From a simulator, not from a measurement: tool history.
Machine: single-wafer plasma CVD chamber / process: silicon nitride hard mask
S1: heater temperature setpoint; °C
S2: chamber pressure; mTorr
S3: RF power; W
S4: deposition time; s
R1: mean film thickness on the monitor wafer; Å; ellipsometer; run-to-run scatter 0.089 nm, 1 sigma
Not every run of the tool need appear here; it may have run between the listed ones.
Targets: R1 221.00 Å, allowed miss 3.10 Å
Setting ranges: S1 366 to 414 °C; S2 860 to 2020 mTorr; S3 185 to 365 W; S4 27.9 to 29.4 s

{"run": 1, "hour": 0.0, "S1": 390, "S2": 1440, "S3": 275, "S4": 29.4, "R1": 317.57}
{"run": 2, "hour": 1.8, "S1": 390, "S2": 1440, "S3": 255, "S4": 29.4, "R1": 296.86}
{"run": 3, "hour": 7.0, "S1": 390, "S2": 1440, "S3": 255, "S4": 29.4, "R1": 296.81}
{"run": 4, "hour": 14.5, "S1": 390, "S2": 1350, "S3": 245, "S4": 29.4, "R1": 278.58}
{"run": 5, "hour": 22.6, "S1": 390, "S2": 1490, "S3": 245, "S4": 29.4, "R1": 286.35}
{"run": 6, "hour": 25.1, "S1": 390, "S2": 1490, "S3": 260, "S4": 29.4, "R1": 305.65}
{"run": 7, "hour": 29.8, "S1": 390, "S2": 1390, "S3": 250, "S4": 29.4, "R1": 287.15}
{"run": 8, "hour": 37.0, "S1": 390, "S2": 1310, "S3": 245, "S4": 29.4, "R1": 275.34}
{"run": 9, "hour": 41.4, "S1": 390, "S2": 1240, "S3": 240, "S4": 29.4, "R1": 265.06}
{"run": 10, "hour": 45.7, "S1": 390, "S2": 1180, "S3": 235, "S4": 29.4, "R1": 256.04}
{"run": 11, "hour": 48.2, "S1": 390, "S2": 1130, "S3": 230, "S4": 29.4, "R1": 246.6}
{"run": 12, "hour": 53.2, "S1": 390, "S2": 1090, "S3": 230, "S4": 29.4, "R1": 245.06}
{"run": 13, "hour": 58.3, "S1": 390, "S2": 1050, "S3": 230, "S4": 29.4, "R1": 240.81}
{"run": 14, "hour": 59.1, "S1": 390, "S2": 1020, "S3": 230, "S4": 29.4, "R1": 237.43}
{"run": 15, "hour": 66.6, "S1": 390, "S2": 1020, "S3": 230, "S4": 29.4, "R1": 238.35}
{"run": 16, "hour": 75.0, "S1": 390, "S2": 990, "S3": 230, "S4": 29.4, "R1": 235.57}
{"run": 17, "hour": 79.3, "S1": 390, "S2": 990, "S3": 230, "S4": 29.4, "R1": 235.88}
{"run": 18, "hour": 86.0, "S1": 390, "S2": 970, "S3": 230, "S4": 29.4, "R1": 232.32}
{"run": 19, "hour": 86.9, "S1": 390, "S2": 950, "S3": 230, "S4": 29.4, "R1": 232.43}
{"run": 20, "hour": 89.3, "S1": 390, "S2": 940, "S3": 230, "S4": 29.4, "R1": 231.05}
{"run": 21, "hour": 97.8, "S1": 390, "S2": 930, "S3": 230, "S4": 29.4, "R1": 232.73}
{"run": 22, "hour": 102.2, "S1": 390, "S2": 920, "S3": 230, "S4": 29.4, "R1": 231.2}

Which single option among these 5 for the next run brings every result within its allowed miss of target? Just one does.
{"run": "A", "hour": 106.6, "S1": 393, "S2": 910, "S3": 250, "S4": 28.2, "R1": "?"}
{"run": "B", "hour": 106.6, "S1": 391, "S2": 1000, "S3": 230, "S4": 29.2, "R1": "?"}
{"run": "C", "hour": 106.6, "S1": 383, "S2": 940, "S3": 235, "S4": 29.2, "R1": "?"}
{"run": "D", "hour": 106.6, "S1": 395, "S2": 1080, "S3": 230, "S4": 29.3, "R1": "?"}
{"run": "E", "hour": 106.6, "S1": 390, "S2": 890, "S3": 235, "S4": 27.9, "R1": "?"}

move=A R1=242.26
move=B R1=236.46
move=C R1=238.15
move=D R1=242.85
move=E R1=222.78
A: misses by more than the last run did
B: misses by more than the last run did
C: misses by more than the last run did
D: misses by more than the last run did
E: hits every target within its allowed miss
Correct choice: E, which meets every target

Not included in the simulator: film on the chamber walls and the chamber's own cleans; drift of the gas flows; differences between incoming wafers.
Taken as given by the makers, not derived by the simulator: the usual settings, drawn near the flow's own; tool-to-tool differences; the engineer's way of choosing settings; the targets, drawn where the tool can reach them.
